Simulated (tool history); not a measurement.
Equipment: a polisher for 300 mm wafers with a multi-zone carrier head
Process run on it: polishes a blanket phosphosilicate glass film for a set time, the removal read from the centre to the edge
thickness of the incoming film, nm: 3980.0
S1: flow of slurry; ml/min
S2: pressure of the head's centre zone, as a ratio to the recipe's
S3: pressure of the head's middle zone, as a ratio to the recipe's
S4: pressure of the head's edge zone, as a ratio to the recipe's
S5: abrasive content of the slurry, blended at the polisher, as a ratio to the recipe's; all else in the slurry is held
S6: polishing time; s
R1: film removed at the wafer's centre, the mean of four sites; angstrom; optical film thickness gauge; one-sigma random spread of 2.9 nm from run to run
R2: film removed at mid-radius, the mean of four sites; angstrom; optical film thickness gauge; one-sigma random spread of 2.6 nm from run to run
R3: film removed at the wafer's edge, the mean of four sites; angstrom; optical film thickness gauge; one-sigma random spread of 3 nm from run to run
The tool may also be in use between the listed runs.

run 1 hour=0.0 | S1=230 S2=1.00 S3=1.00 S4=1.00 S5=1.00 S6=39 | R1=3559.3 R2=3886.7 R3=4014.1
run 2 hour=4.8 | S1=230 S2=1.02 S3=0.99 S4=0.95 S5=0.85 S6=39 | R1=3411.5 R2=3621.9 R3=3642.1
run 3 hour=7.5 | S1=225 S2=1.03 S3=0.97 S4=0.92 S5=0.75 S6=39 | R1=3295.9 R2=3319.9 R3=3343.8
run 4 hour=9.0 | S1=260 S2=1.03 S3=0.97 S4=0.92 S5=0.75 S6=39 | R1=3383.6 R2=3374.5 R3=3462.0
run 5 hour=16.3 | S1=260 S2=1.03 S3=0.97 S4=0.92 S5=0.90 S6=39 | R1=3527.1 R2=3627.4 R3=3783.1
run 6 hour=22.8 | S1=280 S2=1.03 S3=0.97 S4=0.92 S5=0.90 S6=39 | R1=3618.0 R2=3680.9 R3=3728.1
run 7 hour=26.6 | S1=280 S2=1.03 S3=0.96 S4=0.90 S5=0.80 S6=39 | R1=3443.5 R2=3560.2 R3=3534.2

Run 8 has not been measured yet. What should we expect?
run 8 hour=33.2 | S1=260 S2=1.03 S3=0.95 S4=0.88 S5=0.75 S6=39 | R1=? R2=? R3=?

{"run 8": {"R1": 3358.2, "R2": 3331.7, "R3": 3415.5}}

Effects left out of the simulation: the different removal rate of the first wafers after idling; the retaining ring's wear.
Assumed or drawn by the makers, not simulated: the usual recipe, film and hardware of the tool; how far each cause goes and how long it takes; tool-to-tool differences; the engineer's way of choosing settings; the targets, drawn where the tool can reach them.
